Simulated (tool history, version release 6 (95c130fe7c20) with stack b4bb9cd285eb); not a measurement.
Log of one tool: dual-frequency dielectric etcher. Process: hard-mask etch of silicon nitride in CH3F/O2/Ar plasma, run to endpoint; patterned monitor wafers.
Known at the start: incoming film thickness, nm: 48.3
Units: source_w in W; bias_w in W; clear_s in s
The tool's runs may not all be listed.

run  hour  source_w  bias_w  clear_s
  1   0.0       300      78   77.236
  2   2.9       300      91   74.416
  3   6.0       300      78   76.469
  4  10.1       300      72   78.273
  5  13.5       350      72   73.859
     20.9  -- wet clean of the chamber
  6  20.9       390      72   67.883
  7  28.6       360      70   70.586
  8  34.7       330      68   73.232
  9  36.1       300      68   75.852
 10  42.4       270      75   77.724
 11  48.1       250      69   81.161

Run 12 comes next. What will it give?
 12  54.6       230      67        ?

clear_s: 84.413 s
